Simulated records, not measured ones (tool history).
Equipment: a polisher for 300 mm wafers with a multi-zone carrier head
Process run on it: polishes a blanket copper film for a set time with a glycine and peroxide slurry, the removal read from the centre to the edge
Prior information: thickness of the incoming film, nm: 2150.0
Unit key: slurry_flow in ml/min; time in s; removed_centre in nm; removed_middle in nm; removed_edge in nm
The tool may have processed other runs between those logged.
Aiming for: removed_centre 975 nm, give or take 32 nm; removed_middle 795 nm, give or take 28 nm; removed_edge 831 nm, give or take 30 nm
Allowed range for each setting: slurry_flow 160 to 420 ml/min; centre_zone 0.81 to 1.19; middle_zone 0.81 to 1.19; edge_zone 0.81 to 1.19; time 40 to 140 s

run  hour  slurry_flow  centre_zone  middle_zone  edge_zone  time  removed_centre  removed_middle  removed_edge
  1     0          270            1            1          1    90          586.64          578.42        580.04
  2   7.1          270            1         1.07          1    90          581.05          610.45        566.66
  3   8.5          240            1         1.07          1    90          566.58          598.58         566.2
  4  15.4          245         1.02         1.06       1.01    93          586.46          613.62        594.42
  5  22.5          245         0.97         1.06       1.01    93          570.09          616.65        595.64
  6  30.1          245         0.97         1.09       1.01    93          572.98          639.52        587.75
       38  -- slurry nozzle cleaned
  7    38          315         1.07         1.01        1.1   118          878.25          817.39        825.74
  8  46.3          320         1.08            1        1.1   118          884.37          809.53        820.38

Which single option among these 5 for the next run brings every result within its allowed miss of target? Just one does.
  A  54.6          255         1.03         1.02       1.08   130               ?               ?             ?
  B  54.6          335         1.19         0.98       1.11   116               ?               ?             ?
  C  54.6          360         1.15         1.02       1.05   119               ?               ?             ?
  D  54.6          365         1.07         0.99       1.17   122               ?               ?             ?
  E  54.6          310         0.92         1.05       1.11   116               ?               ?             ?

move  removed_centre  removed_middle  removed_edge
   A          908.68          909.59        886.22
   B          968.54          807.47         820.4
   C             967          862.53        822.06
   D          922.94          863.46        891.54
   E          741.62          850.85        814.98
A: its largest miss is bigger than the last run's
B: in spec on every target
C: brings the result that was furthest off to its target, and leaves another outside
D: nearer than the last run, and not there yet
E: its largest miss is bigger than the last run's
The move that meets every target is B.
